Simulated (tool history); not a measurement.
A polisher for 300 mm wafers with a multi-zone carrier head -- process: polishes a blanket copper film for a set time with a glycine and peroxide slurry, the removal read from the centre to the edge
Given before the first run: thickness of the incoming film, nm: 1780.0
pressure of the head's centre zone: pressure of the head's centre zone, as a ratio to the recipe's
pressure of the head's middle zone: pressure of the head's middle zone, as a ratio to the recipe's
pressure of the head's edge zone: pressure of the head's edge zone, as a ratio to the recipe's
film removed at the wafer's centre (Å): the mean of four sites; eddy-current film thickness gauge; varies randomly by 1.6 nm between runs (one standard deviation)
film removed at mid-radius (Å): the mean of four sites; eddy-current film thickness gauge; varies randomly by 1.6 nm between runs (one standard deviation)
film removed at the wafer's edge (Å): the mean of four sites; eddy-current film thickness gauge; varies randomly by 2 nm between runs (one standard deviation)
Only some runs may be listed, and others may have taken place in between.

run    day  flow of slurry (ml/min)  pressure of the head's centre zone  pressure of the head's middle zone  pressure of the head's edge zone  polishing time (s)  film removed at the wafer's centre (Å)  film removed at mid-radius (Å)  film removed at the wafer's edge (Å)
  1  0.000                      275                                1.00                                1.00                              1.00                  56                                  3421.8                          3274.0                                3380.3
  2  0.192                      275                                1.00                                1.00                              1.00                  47                                  2862.2                          2745.2                                2840.6
  3  0.546                      275                                0.99                                0.99                              0.97                  44                                  2689.1                          2530.1                                2618.1
  4  0.829                      275                                0.97                                0.98                              0.94                  42                                  2503.0                          2397.0                                2449.9
  5  0.896                      275                                0.96                                0.97                              0.91                  41                                  2447.4                          2310.5                                2373.9
  6  0.988                      275                                0.96                                0.92                              0.91                  41                                  2436.0                          2250.0                                2342.0
  7  1.354                      275                                0.95                                0.92                              0.89                  40                                  2362.1                          2171.2                                2281.1
  8  1.712                      270                                0.94                                0.92                              0.87                  39                                  2276.8                          2142.8                                2204.2
  9  1.817                      230                                0.92                                0.89                              0.81                  36                                  2040.0                          1872.9                                1913.9
 10  2.042                      240                                0.92                                0.90                              0.81                  36                                  2037.3                          1892.5                                1926.0

Run 11 has not been measured yet. What should we expect?
     2.238  -- centre zone pressure recalibrated
 11  2.238                      250                                0.92                                0.90                              0.81                  36                                       ?                               ?                                     ?

{"run 11": {"film removed at the wafer's centre (Å)": 1988.3, "film removed at mid-radius (Å)": 1915.0, "film removed at the wafer's edge (Å)": 1934.4}}

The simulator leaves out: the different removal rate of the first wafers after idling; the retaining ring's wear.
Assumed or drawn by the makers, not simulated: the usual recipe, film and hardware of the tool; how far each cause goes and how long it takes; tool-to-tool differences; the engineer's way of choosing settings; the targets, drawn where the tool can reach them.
